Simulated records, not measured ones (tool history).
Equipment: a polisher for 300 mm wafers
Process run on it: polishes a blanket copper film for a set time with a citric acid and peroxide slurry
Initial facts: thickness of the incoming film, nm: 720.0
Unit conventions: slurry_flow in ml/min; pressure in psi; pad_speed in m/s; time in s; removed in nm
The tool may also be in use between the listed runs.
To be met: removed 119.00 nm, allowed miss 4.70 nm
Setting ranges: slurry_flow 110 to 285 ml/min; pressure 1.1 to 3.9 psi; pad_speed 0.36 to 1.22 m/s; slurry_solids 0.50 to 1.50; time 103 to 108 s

| run | hour | slurry_flow | pressure | pad_speed | slurry_solids | time | removed |
|---|---|---|---|---|---|---|---|
| 1 | 0.0 | 180 | 2.5 | 0.78 | 1.00 | 103 | 165.56 |
| 2 | 1.5 | 180 | 2.5 | 0.68 | 1.00 | 103 | 145.93 |
| 3 | 5.2 | 200 | 2.5 | 0.68 | 1.00 | 103 | 144.22 |
| 4 | 9.6 | 200 | 2.2 | 0.68 | 1.00 | 103 | 131.60 |
| 5 | 15.5 | 200 | 2.2 | 0.56 | 1.00 | 103 | 110.20 |
| 6 | 21.1 | 200 | 2.2 | 0.56 | 0.80 | 103 | 106.65 |
| 7 | 22.0 | 200 | 2.3 | 0.56 | 0.80 | 103 | 110.05 |
| 8 | 24.1 | 200 | 2.4 | 0.56 | 0.80 | 103 | 112.33 |

Exercise: of the 5 proposed moves below, exactly one satisfies all targets within the stated allowed misses. Which move is it?
| A | 26.2 | 180 | 2.1 | 0.58 | 0.70 | 107 | ? |
| B | 26.2 | 275 | 2.6 | 0.58 | 0.60 | 108 | ? |
| C | 26.2 | 180 | 2.7 | 0.64 | 0.50 | 103 | ? |
| D | 26.2 | 230 | 2.2 | 0.66 | 0.85 | 106 | ? |
| E | 26.2 | 235 | 2.2 | 0.60 | 0.90 | 104 | ? |

| move | removed |
|---|---|
| A | 109.94 |
| B | 131.57 |
| C | 133.76 |
| D | 133.43 |
| E | 120.76 |
A: moves away from the targets compared with the last run
B: carries the result that was furthest off beyond its target, to the other side
C: carries the result that was furthest off beyond its target, to the other side
D: carries the result that was furthest off beyond its target, to the other side
E: hits every target within its allowed miss
The move that meets every target is E.
